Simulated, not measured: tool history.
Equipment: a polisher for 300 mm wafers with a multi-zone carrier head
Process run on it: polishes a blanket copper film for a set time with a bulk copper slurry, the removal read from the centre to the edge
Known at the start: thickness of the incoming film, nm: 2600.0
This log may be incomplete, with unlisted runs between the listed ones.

run  hour  flow of slurry (ml/min)  pressure of the head's centre zone  pressure of the head's middle zone  pressure of the head's edge zone  abrasive content of the slurry  polishing time (s)  film removed at the wafer's centre (angstrom)  film removed at mid-radius (angstrom)  film removed at the wafer's edge (angstrom)
  1   0.0                      145                                1.00                                1.00                              1.00                            1.00                  41                                         2875.4                                 2712.9                                       2867.4
  2   3.8                      145                                1.00                                1.00                              1.00                            1.10                  41                                         2975.1                                 2759.0                                       2976.0
  3  10.6                      145                                1.00                                1.00                              1.05                            1.10                  41                                         2912.4                                 2791.8                                       2996.2
  4  13.1                      145                                1.00                                1.00                              1.05                            0.90                  41                                         2787.7                                 2630.7                                       2846.6
  5  19.1                      145                                0.94                                1.00                              1.05                            0.90                  41                                         2619.2                                 2636.9                                       2841.2
  6  22.7                      145                                0.94                                1.00                              1.09                            0.90                  41                                         2646.1                                 2677.4                                       2888.9
  7  26.8                      105                                0.84                                1.06                              0.99                            0.65                  30                                         1426.7                                 1694.8                                       1748.0

What will run 8 give?
  8  29.1                      110                                0.84                                1.06                              0.99                            0.65                  30                                              ?                                      ?                                            ?

film removed at the wafer's centre (angstrom): 1452.7
film removed at mid-radius (angstrom): 1710.6
film removed at the wafer's edge (angstrom): 1769.7
